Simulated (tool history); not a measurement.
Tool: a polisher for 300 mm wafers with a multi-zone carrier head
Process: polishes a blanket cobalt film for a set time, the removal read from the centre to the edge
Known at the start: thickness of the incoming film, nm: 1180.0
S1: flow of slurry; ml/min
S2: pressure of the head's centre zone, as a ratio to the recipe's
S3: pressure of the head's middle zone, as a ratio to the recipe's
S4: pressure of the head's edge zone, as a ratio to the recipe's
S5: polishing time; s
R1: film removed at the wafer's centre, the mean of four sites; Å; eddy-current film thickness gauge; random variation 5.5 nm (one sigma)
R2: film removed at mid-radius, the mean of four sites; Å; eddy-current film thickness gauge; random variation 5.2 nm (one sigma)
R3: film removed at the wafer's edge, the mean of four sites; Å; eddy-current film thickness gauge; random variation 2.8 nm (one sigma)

run  hour   S1    S2    S3    S4  S5      R1      R2      R3
  1     0  255     1     1     1  75  3652.8  3755.1  3688.1
  2   4.6  265     1  1.04     1  75  3703.5  3863.3  3728.4
  3  10.8  265     1  1.04     1  66  3191.3  3441.9  3205.7
  4  19.7  275  0.99  1.07  0.99  69  3497.3  3676.8  3319.9
  5  27.9  275  0.99     1  0.99  69  3376.7    3557  3398.2
  6    34  245  0.99     1  0.99  69  3347.7  3427.9  3315.1
  7    38  270  0.98  1.04     1  70  3493.6  3645.6  3440.5

The next listed run, before its measurement:
  8  38.9  300  0.95  1.07  1.01  70   ?   ?   ?

R1: 3458.8 Å
R2: 3746.9 Å
R3: 3447 Å

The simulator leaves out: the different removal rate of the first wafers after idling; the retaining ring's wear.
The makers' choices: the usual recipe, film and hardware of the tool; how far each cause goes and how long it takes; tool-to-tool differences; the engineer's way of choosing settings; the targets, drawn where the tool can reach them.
